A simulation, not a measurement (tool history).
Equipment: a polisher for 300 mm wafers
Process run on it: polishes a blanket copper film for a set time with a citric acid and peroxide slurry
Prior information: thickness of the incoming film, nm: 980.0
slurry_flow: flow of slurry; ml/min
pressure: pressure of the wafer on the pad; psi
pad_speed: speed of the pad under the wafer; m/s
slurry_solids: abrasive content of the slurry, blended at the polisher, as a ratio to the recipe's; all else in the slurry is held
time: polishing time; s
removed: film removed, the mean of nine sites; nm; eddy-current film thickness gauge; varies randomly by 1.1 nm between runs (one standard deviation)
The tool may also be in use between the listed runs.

run    day  slurry_flow  pressure  pad_speed  slurry_solids  time  removed
  1      0          180       2.3       1.12              1    64   145.58
  2  0.088          200       2.3       1.12              1    64   143.45
  3  0.371          200       2.3       1.12            0.9    64    139.8
  4  0.575          200       1.9       1.08            0.9    64   115.43
  5  0.933          200       1.6       1.06            0.9    64   95.301
  6  1.112          200       1.5       1.06            0.9    64    89.75

Predict the results of run 7:
  7  1.329          200       1.5       1.06            0.9    64        ?

Run 7 produced removed 90.015 nm.

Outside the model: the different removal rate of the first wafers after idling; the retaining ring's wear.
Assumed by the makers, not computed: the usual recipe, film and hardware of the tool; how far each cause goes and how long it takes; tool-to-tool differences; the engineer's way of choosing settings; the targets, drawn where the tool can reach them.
